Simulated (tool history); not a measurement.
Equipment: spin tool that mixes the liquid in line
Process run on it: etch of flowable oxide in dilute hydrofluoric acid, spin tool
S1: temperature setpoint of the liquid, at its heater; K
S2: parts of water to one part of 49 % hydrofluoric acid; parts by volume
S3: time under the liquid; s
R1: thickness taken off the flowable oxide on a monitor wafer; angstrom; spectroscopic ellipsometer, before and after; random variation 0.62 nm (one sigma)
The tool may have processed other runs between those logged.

| run | hour | S1 | S2 | S3 | R1 |
|---|---|---|---|---|---|
| 1 | 0.0 | 297.15 | 50 | 50 | 469.53 |
| 2 | 5.2 | 298.15 | 45 | 50 | 546.53 |
| 3 | 12.7 | 299.15 | 45 | 50 | 574.43 |
| 4 | 14.4 | 300.15 | 45 | 50 | 593.99 |
| 5 | 15.3 | 300.15 | 45 | 50 | 596.86 |
| 6 | 19.0 | 300.65 | 45 | 50 | 604.36 |
| 7 | 21.2 | 301.15 | 45 | 50 | 618.66 |
| 8 | 29.7 | 301.65 | 45 | 50 | 629.69 |
| 9 | 33.4 | 302.15 | 45 | 50 | 638.34 |
| 10 | 40.4 | 302.65 | 45 | 50 | 650.91 |
| 11 | 47.5 | 303.15 | 45 | 50 | 669.75 |
| 12 | 51.1 | 305.15 | 25 | 50 | 1349.30 |

Run 13 is up next; what results do you expect?
| 13 | 59.1 | 301.15 | 25 | 50 | ? |

Run 13 came out at R1 1156.10 angstrom.
